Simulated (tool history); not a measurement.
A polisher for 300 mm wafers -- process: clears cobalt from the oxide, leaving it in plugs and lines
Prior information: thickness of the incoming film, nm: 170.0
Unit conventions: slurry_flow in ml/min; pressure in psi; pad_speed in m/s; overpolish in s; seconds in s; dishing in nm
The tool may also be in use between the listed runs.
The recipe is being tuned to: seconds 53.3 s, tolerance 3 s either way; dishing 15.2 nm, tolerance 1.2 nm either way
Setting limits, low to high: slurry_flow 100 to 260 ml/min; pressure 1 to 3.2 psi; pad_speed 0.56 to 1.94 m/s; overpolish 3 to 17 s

| run | hour | slurry_flow | pressure | pad_speed | overpolish | seconds | dishing |
|---|---|---|---|---|---|---|---|
| 1 | 0 | 165 | 2.1 | 1.24 | 9 | 29.954 | 37.382 |
| 2 | 1.9 | 165 | 1.9 | 1.2 | 8 | 34.479 | 32.048 |
| 3 | 7.3 | 135 | 1.9 | 1.2 | 8 | 35.451 | 30.196 |
| 4 | 11.3 | 135 | 1.9 | 1.2 | 4 | 37.299 | 18.039 |
| 5 | 12.8 | 135 | 1.8 | 1.2 | 4 | 37.361 | 17.024 |
|  | 14.6 | head pressure recalibrated |
| 6 | 14.6 | 135 | 1.8 | 0.96 | 4 | 43.199 | 14.686 |
| 7 | 19.3 | 135 | 1.7 | 0.96 | 4 | 45.732 | 14.56 |
| 8 | 24.5 | 135 | 1.6 | 0.96 | 4 | 47.736 | 13.549 |

Which of these 5 next moves meets every target?
| A | 29.7 | 190 | 2.1 | 0.56 | 5 | ? | ? |
| B | 29.7 | 140 | 1.4 | 0.96 | 6 | ? | ? |
| C | 29.7 | 100 | 1.7 | 0.9 | 4 | ? | ? |
| D | 29.7 | 120 | 2 | 0.98 | 4 | ? | ? |
| E | 29.7 | 160 | 1.4 | 0.98 | 6 | ? | ? |

| move | seconds | dishing |
|---|---|---|
| A | 52.871 | 15.087 |
| B | 54.646 | 17.147 |
| C | 51.83 | 12.613 |
| D | 39.434 | 16.012 |
| E | 52.416 | 17.76 |
A: meets every target
B: brings the last run's worst result on target, with another outside its allowed miss
C: brings the last run's worst result on target, with another outside its allowed miss
D: misses by more than the last run did
E: brings the last run's worst result on target, with another outside its allowed miss
A is the move that brings every result within its allowed miss.
